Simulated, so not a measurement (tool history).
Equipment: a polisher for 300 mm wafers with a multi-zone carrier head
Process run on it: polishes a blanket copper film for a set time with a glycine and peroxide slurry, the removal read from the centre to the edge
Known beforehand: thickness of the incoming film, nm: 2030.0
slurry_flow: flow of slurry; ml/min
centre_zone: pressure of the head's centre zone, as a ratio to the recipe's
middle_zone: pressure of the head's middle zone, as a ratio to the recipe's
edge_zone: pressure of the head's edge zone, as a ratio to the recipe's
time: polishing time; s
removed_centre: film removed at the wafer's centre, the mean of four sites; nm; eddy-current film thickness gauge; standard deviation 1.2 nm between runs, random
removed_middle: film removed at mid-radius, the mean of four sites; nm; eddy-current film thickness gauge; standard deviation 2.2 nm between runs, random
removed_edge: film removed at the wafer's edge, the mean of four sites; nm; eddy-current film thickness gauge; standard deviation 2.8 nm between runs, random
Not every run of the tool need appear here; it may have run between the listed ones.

{"run": 1, "day": 0.0, "slurry_flow": 190, "centre_zone": 1.0, "middle_zone": 1.0, "edge_zone": 1.0, "time": 36, "removed_centre": 147.17, "removed_middle": 151.47, "removed_edge": 147.72}
{"run": 2, "day": 0.367, "slurry_flow": 190, "centre_zone": 1.0, "middle_zone": 1.0, "edge_zone": 0.95, "time": 36, "removed_centre": 147.53, "removed_middle": 152.98, "removed_edge": 142.53}
{"run": 3, "day": 0.692, "slurry_flow": 190, "centre_zone": 1.0, "middle_zone": 1.0, "edge_zone": 0.95, "time": 27, "removed_centre": 110.61, "removed_middle": 114.42, "removed_edge": 110.76}
{"run": 4, "day": 0.829, "slurry_flow": 195, "centre_zone": 1.0, "middle_zone": 1.02, "edge_zone": 0.97, "time": 28, "removed_centre": 115.43, "removed_middle": 118.96, "removed_edge": 112.93}
{"run": 5, "day": 0.954, "slurry_flow": 195, "centre_zone": 1.0, "middle_zone": 1.02, "edge_zone": 0.91, "time": 28, "removed_centre": 117.95, "removed_middle": 119.84, "removed_edge": 109.05}
{"run": 6, "day": 1.146, "slurry_flow": 195, "centre_zone": 1.0, "middle_zone": 1.02, "edge_zone": 0.91, "time": 25, "removed_centre": 102.86, "removed_middle": 105.96, "removed_edge": 97.175}
{"day": 1.388, "done": "worn pad replaced by a new one"}
{"run": 7, "day": 1.388, "slurry_flow": 190, "centre_zone": 1.0, "middle_zone": 1.03, "edge_zone": 0.93, "time": 27, "removed_centre": 121.34, "removed_middle": 128.5, "removed_edge": 115.89}
{"run": 8, "day": 1.479, "slurry_flow": 185, "centre_zone": 1.0, "middle_zone": 1.04, "edge_zone": 0.95, "time": 27, "removed_centre": 121.26, "removed_middle": 125.49, "removed_edge": 116.41}
{"run": 9, "day": 1.546, "slurry_flow": 235, "centre_zone": 0.9, "middle_zone": 1.14, "edge_zone": 1.05, "time": 37, "removed_centre": 152.35, "removed_middle": 194.08, "removed_edge": 175.94}
{"run": 10, "day": 1.588, "slurry_flow": 240, "centre_zone": 0.91, "middle_zone": 1.14, "edge_zone": 1.06, "time": 37, "removed_centre": 155.51, "removed_middle": 196.23, "removed_edge": 175.76}

Run 11, settings as shown, results not yet in. Your forecast:
{"run": 11, "day": 1.862, "slurry_flow": 245, "centre_zone": 0.91, "middle_zone": 1.14, "edge_zone": 1.07, "time": 37, "removed_centre": "?", "removed_middle": "?", "removed_edge": "?"}

removed_centre: 155.94 nm
removed_middle: 194.12 nm
removed_edge: 174.280 nm

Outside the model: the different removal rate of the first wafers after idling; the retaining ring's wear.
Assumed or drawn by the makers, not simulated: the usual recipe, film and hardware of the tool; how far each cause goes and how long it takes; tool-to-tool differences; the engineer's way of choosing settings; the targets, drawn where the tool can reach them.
